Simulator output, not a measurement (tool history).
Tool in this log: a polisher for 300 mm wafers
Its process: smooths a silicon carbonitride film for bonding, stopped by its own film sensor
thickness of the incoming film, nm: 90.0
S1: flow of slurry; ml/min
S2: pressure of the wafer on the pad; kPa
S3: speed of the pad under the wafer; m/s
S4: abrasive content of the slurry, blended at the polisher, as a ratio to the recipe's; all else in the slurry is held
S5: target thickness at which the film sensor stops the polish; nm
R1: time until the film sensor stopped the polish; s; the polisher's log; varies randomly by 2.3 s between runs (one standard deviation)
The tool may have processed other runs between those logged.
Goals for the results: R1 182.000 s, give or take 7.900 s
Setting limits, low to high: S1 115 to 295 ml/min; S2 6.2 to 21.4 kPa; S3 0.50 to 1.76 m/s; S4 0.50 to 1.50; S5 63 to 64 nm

run 1 hour=0.0 | S1=190 S2=13.8 S3=1.12 S4=1.00 S5=64 | R1=82.653
run 2 hour=7.5 | S1=190 S2=13.1 S3=1.08 S4=1.00 S5=64 | R1=87.644
run 3 hour=15.7 | S1=190 S2=13.1 S3=1.24 S4=1.00 S5=64 | R1=80.292
run 4 hour=19.5 | S1=190 S2=13.1 S3=1.24 S4=1.00 S5=64 | R1=79.154
run 5 hour=27.2 | S1=190 S2=12.4 S3=1.20 S4=1.00 S5=64 | R1=84.726
run 6 hour=34.4 | S1=190 S2=12.4 S3=1.20 S4=1.20 S5=64 | R1=77.414
run 7 hour=38.1 | S1=190 S2=11.7 S3=1.14 S4=1.20 S5=64 | R1=86.692
run 8 hour=42.8 | S1=190 S2=11.0 S3=1.10 S4=1.20 S5=64 | R1=94.202
run 9 hour=49.5 | S1=190 S2=10.3 S3=1.06 S4=1.20 S5=64 | R1=103.080
run 10 hour=54.1 | S1=190 S2=9.7 S3=1.04 S4=1.20 S5=64 | R1=111.100
run 11 hour=55.6 | S1=185 S2=6.2 S3=0.72 S4=1.15 S5=64 | R1=233.170
run 12 hour=61.8 | S1=185 S2=6.2 S3=0.72 S4=1.15 S5=64 | R1=229.980
run 13 hour=69.3 | S1=195 S2=7.6 S3=0.72 S4=1.15 S5=64 | R1=194.200
run 14 hour=72.8 | S1=195 S2=7.6 S3=0.72 S4=1.15 S5=64 | R1=189.800
run 15 hour=79.2 | S1=200 S2=7.6 S3=0.72 S4=1.15 S5=64 | R1=189.490

4 candidate next runs follow, results not yet known. Just one meets every target within its allowed miss. Identify it.
run A hour=85.6 | S1=235 S2=8.3 S3=0.62 S4=1.30 S5=64 | R1=?
run B hour=85.6 | S1=220 S2=7.6 S3=0.66 S4=1.10 S5=64 | R1=?
run C hour=85.6 | S1=230 S2=6.9 S3=0.84 S4=0.90 S5=63 | R1=?
run D hour=85.6 | S1=200 S2=6.2 S3=0.88 S4=1.15 S5=63 | R1=?

move=A R1=182.970
move=B R1=205.750
move=C R1=213.240
move=D R1=203.320
A: all results land within tolerance of their targets
B: further off than the last run
C: further off than the last run
D: further off than the last run
A is the move that brings every result within its allowed miss.

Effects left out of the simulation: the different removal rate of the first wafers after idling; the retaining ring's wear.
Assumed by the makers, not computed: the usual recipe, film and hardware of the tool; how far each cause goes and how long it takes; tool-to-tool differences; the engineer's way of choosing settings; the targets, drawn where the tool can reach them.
